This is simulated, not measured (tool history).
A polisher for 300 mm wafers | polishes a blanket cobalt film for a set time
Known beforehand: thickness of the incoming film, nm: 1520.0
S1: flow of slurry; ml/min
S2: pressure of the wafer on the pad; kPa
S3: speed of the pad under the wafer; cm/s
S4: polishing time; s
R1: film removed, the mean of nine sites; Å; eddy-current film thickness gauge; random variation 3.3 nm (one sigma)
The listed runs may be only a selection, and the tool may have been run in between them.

| run | day | S1 | S2 | S3 | S4 | R1 |
|---|---|---|---|---|---|---|
| 1 | 0 | 230 | 8.3 | 114 | 115 | 4247.6 |
| 2 | 0.046 | 230 | 8.3 | 132 | 115 | 4937 |
| 3 | 0.146 | 230 | 7.6 | 126 | 115 | 4484 |
| 4 | 0.346 | 230 | 9 | 126 | 115 | 5038.9 |
| 5 | 0.625 | 230 | 8.3 | 120 | 115 | 4591.6 |
| 6 | 0.783 | 230 | 8.3 | 120 | 115 | 4419.1 |
| 7 | 0.975 | 230 | 7.6 | 116 | 115 | 3982.1 |
| 8 | 1 | 230 | 6.9 | 114 | 115 | 3668.2 |

What will run 9 give?
| 9 | 1.117 | 230 | 6.2 | 110 | 115 | ? |

Run 9 produced R1 3169.2 Å.
